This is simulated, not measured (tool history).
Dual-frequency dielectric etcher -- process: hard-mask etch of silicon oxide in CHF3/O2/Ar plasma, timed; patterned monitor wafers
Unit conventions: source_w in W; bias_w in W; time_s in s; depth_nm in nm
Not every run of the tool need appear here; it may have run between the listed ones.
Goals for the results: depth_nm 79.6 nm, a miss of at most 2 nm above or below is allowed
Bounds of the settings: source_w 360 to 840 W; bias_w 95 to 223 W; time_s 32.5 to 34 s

Run 1, hour 0: source_w 600 W, bias_w 159 W, time_s 32.5 s. Result: depth_nm 66.66 nm.
Run 2, hour 5.3: source_w 600 W, bias_w 170 W, time_s 32.5 s. Result: depth_nm 68.109 nm.
Run 3, hour 7.2: source_w 560 W, bias_w 170 W, time_s 32.5 s. Result: depth_nm 66.027 nm.
Run 4, hour 11.6: source_w 560 W, bias_w 170 W, time_s 34 s. Result: depth_nm 68.981 nm.
Run 5, hour 20.3: source_w 600 W, bias_w 173 W, time_s 34 s. Result: depth_nm 71.067 nm.
Run 6, hour 28.2: source_w 600 W, bias_w 173 W, time_s 32.5 s. Result: depth_nm 67.714 nm.
Run 7, hour 30.7: source_w 640 W, bias_w 178 W, time_s 32.5 s. Result: depth_nm 71.216 nm.
Run 8, hour 35: source_w 670 W, bias_w 180 W, time_s 32.5 s. Result: depth_nm 71.735 nm.
Run 9, hour 37.1: source_w 700 W, bias_w 183 W, time_s 32.5 s. Result: depth_nm 73.613 nm.
Run 10, hour 43.7: source_w 720 W, bias_w 185 W, time_s 32.5 s. Result: depth_nm 74.234 nm.
Run 11, hour 49.5: source_w 740 W, bias_w 188 W, time_s 32.5 s. Result: depth_nm 75.976 nm.

Of the 5 settings listed for the next run, only one would bring every result within its allowed miss of target. Which one?
Run A, hour 55.3: source_w 710 W, bias_w 178 W, time_s 32.5 s. Result: depth_nm ?.
Run B, hour 55.3: source_w 840 W, bias_w 190 W, time_s 34 s. Result: depth_nm ?.
Run C, hour 55.3: source_w 800 W, bias_w 190 W, time_s 34 s. Result: depth_nm ?.
Run D, hour 55.3: source_w 770 W, bias_w 173 W, time_s 34 s. Result: depth_nm ?.
Run E, hour 55.3: source_w 810 W, bias_w 192 W, time_s 34 s. Result: depth_nm ?.

move  depth_nm
   A    73.897
   B    84.501
   C    82.825
   D    79.276
   E    83.513
A: further off than the last run
B: carries the result that was furthest off beyond its target, to the other side
C: carries the result that was furthest off beyond its target, to the other side
D: every result within its allowed miss
E: carries the result that was furthest off beyond its target, to the other side
Go with D: it meets all targets.
